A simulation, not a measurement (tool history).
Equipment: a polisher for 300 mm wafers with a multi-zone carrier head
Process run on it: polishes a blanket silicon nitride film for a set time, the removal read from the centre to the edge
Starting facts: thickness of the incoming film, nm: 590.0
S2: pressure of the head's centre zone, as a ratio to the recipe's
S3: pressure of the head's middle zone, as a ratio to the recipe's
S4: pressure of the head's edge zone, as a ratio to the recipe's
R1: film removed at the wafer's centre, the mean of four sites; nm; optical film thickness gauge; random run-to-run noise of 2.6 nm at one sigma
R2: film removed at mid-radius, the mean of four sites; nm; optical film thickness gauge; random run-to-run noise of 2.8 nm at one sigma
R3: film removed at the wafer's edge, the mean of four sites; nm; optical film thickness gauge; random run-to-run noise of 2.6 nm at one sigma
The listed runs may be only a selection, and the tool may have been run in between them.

Run 1, hour 0: flow of slurry (ml/min) 170, S2 1, S3 1, S4 1, polishing time (s) 59. Result: R1 138.96 nm, R2 137.47 nm, R3 140.85 nm.
Run 2, hour 1.2: flow of slurry (ml/min) 170, S2 1, S3 1.03, S4 1, polishing time (s) 59. Result: R1 137.72 nm, R2 140.42 nm, R3 136.98 nm.
Run 3, hour 7.8: flow of slurry (ml/min) 175, S2 0.99, S3 1.04, S4 1.02, polishing time (s) 62. Result: R1 145.65 nm, R2 149.32 nm, R3 147.72 nm.
Run 4, hour 8.8: flow of slurry (ml/min) 180, S2 0.98, S3 1.05, S4 1.03, polishing time (s) 65. Result: R1 154.97 nm, R2 160.55 nm, R3 152.41 nm.
Run 5, hour 14.8: flow of slurry (ml/min) 175, S2 0.96, S3 1.04, S4 1.04, polishing time (s) 68. Result: R1 150.33 nm, R2 165.38 nm, R3 161.99 nm.
Run 6, hour 22.3: flow of slurry (ml/min) 180, S2 0.96, S3 1.04, S4 1.05, polishing time (s) 70. Result: R1 159.49 nm, R2 170.27 nm, R3 167.19 nm.
Run 7, hour 27.1: flow of slurry (ml/min) 180, S2 0.95, S3 1.04, S4 1.06, polishing time (s) 72. Result: R1 159.6 nm, R2 173.56 nm, R3 172.27 nm.
Run 8, hour 34.6: flow of slurry (ml/min) 180, S2 0.95, S3 1.04, S4 1.07, polishing time (s) 74. Result: R1 166.01 nm, R2 176.61 nm, R3 183.63 nm.

For run 9, what comes out?
Run 9, hour 40.3: flow of slurry (ml/min) 185, S2 0.95, S3 1.05, S4 1.08, polishing time (s) 75. Result: R1 ?, R2 ?, R3 ?.

R1: 169.36 nm
R2: 178.95 nm
R3: 182.79 nm
